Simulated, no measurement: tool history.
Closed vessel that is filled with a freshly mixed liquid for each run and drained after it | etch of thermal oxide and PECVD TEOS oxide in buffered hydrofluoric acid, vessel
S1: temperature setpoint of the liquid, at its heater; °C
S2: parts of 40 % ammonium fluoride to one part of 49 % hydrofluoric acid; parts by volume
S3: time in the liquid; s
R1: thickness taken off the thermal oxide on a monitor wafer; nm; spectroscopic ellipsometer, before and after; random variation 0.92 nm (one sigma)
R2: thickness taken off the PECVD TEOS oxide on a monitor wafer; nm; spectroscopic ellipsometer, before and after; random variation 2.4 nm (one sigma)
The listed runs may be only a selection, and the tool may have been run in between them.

run	hour	S1	S2	S3	R1	R2
1	0.0	24.0	21.5	105	57.991	115.950
2	5.4	20.5	21.5	105	47.666	94.517
3	7.4	22.0	21.5	105	52.248	101.680
4	12.0	24.5	21.5	105	59.232	116.770
5	18.9	24.5	25.0	105	53.768	107.930
6	25.8	26.0	25.0	105	58.165	113.770
7	33.3	27.5	20.0	105	73.046	146.680
8	35.4	28.5	17.0	105	91.476	177.640
9	44.4	29.5	16.0	105	101.640	196.850
10	46.0	30.0	15.0	105	111.500	218.390
11	50.9	30.5	14.5	105	118.090	237.070
12	58.3	31.0	14.5	105	120.800	237.490
13	66.8	32.0	12.5	105	149.880	287.700
14	74.0	31.5	12.5	105	145.000	282.340
15	81.2	31.0	12.5	105	140.440	272.780

Estimate the outcome of run 16 from the log above:
16	85.5	31.0	12.5	105	?	?

R1: 142.020 nm
R2: 277.170 nm

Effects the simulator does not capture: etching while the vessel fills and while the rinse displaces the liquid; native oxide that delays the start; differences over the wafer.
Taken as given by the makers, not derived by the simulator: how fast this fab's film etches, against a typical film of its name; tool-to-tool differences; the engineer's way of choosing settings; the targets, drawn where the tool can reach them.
